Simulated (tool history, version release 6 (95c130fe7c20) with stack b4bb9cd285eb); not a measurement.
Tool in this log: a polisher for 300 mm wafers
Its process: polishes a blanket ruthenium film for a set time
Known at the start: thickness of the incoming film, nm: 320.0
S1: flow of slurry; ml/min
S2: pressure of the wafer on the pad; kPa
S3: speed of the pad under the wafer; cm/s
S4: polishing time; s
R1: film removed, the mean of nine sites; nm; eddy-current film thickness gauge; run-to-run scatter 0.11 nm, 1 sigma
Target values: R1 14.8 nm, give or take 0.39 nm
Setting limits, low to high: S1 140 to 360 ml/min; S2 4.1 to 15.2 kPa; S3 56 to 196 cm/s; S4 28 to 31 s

| run | hour | S1 | S2 | S3 | S4 | R1 |
|---|---|---|---|---|---|---|
| 1 | 0 | 230 | 9.7 | 126 | 31 | 26.454 |
| 2 | 1.6 | 260 | 9.7 | 126 | 31 | 26.883 |
| 3 | 4.2 | 260 | 9.7 | 126 | 28 | 24.701 |
| 4 | 8.6 | 260 | 9 | 126 | 28 | 23.296 |
| 5 | 13.8 | 260 | 6.9 | 126 | 28 | 20.338 |
| 6 | 22 | 235 | 6.9 | 126 | 28 | 19.958 |
| 7 | 28.2 | 235 | 6.2 | 124 | 28 | 18.45 |
| 8 | 32.7 | 230 | 5.5 | 122 | 28 | 17.2 |
| 9 | 41.3 | 225 | 5.5 | 122 | 28 | 17.058 |
| 10 | 42.5 | 220 | 5.5 | 122 | 28 | 17.086 |

Below are 5 possible settings for the next run. Only one of them brings all results inside the allowed miss of their targets. Which is it?
| A | 43.7 | 190 | 4.8 | 126 | 28 | ? |
| B | 43.7 | 175 | 5.5 | 106 | 29 | ? |
| C | 43.7 | 235 | 5.5 | 98 | 28 | ? |
| D | 43.7 | 180 | 6.2 | 94 | 28 | ? |
| E | 43.7 | 295 | 7.6 | 94 | 28 | ? |

| move | R1 |
|---|---|
| A | 16.141 |
| B | 14.833 |
| C | 13.872 |
| D | 13.583 |
| E | 16.102 |
A: closer than the last run, but not yet in spec
B: all results in spec
C: pushes the last run's worst result past its target
D: pushes the last run's worst result past its target
E: closer than the last run, but not yet in spec
So the answer is move B, the one that meets all the targets.
